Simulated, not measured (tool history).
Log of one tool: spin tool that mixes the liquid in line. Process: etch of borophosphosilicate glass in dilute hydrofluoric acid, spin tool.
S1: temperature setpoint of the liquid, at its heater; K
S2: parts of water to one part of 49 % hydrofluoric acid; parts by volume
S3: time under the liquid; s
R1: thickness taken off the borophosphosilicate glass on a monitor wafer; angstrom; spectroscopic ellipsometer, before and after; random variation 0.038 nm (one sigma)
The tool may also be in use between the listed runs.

run,hour,S1,S2,S3,R1
1,0.0,298.15,255,75,119.18
2,1.8,298.15,200,75,159.89
3,7.9,297.15,205,75,149.27
4,11.4,297.15,150,75,218.41
# hour 13.7: thermometer replaced
5,13.7,297.15,105,75,356.78
6,20.0,297.15,105,75,354.85
7,23.3,297.15,105,75,357.25
8,28.4,296.15,120,75,295.06
9,35.6,295.65,130,75,262.64

Forecast run 10:
10,40.7,295.15,140,75,?

R1: 237.60 angstrom
